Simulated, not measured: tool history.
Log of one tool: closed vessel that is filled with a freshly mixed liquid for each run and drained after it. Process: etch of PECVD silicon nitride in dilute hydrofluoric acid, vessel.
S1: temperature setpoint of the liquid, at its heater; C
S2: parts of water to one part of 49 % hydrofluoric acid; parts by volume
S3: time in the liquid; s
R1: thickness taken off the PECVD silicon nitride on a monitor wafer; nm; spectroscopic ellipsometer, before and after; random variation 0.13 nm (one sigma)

| run | hour | S1 | S2 | S3 | R1 |
|---|---|---|---|---|---|
| 1 | 0 | 21 | 55 | 95 | 8.3748 |
| 2 | 4.7 | 19 | 55 | 95 | 7.2657 |
| 3 | 12.1 | 19 | 65 | 95 | 6.1753 |
| 4 | 17.2 | 21.5 | 60 | 95 | 7.8581 |
| 5 | 21.6 | 21.5 | 80 | 95 | 5.9224 |
| 6 | 29.2 | 18.5 | 80 | 95 | 4.8593 |
| 7 | 37.3 | 21 | 70 | 95 | 6.5612 |
| 8 | 43.4 | 23 | 60 | 95 | 8.746 |
| 9 | 45.9 | 24.5 | 55 | 95 | 10.46 |
| 10 | 47.8 | 25.5 | 50 | 95 | 12.183 |

Forecast run 11:
| 11 | 49.3 | 26.5 | 50 | 95 | ? |

{"run 11": {"R1": 12.953}}
